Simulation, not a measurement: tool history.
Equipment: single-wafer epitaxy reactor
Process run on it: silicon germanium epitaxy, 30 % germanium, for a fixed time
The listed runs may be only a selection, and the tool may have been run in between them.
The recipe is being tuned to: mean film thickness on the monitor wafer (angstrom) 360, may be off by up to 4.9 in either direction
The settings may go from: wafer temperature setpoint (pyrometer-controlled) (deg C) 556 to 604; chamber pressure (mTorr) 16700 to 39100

run,hour,wafer temperature setpoint (pyrometer-controlled) (deg C),chamber pressure (mTorr),mean film thickness on the monitor wafer (angstrom)
1,0,580,27900,470.3
2,4.7,580,29700,481.5
3,8.9,577,29700,449.92
4,15.8,575,29700,431.69
5,20.5,573,29700,415.3
6,26.1,584,29700,520.74
7,30.1,581,29700,488.88
8,35,578,29700,456.93
9,40.5,576,29700,437.41

4 next moves are on the table. One of them brings every result within its allowed miss. Which?
A,46,579,34300,?
B,46,582,32300,?
C,46,567,28900,?
D,46,572,26800,?

move,mean film thickness on the monitor wafer (angstrom)
A,495.5
B,514.36
C,359.53
D,387.55
A: misses by more than the last run did
B: misses by more than the last run did
C: meets every target
D: moves toward the targets from the last run without getting all of them in spec
C meets every target.
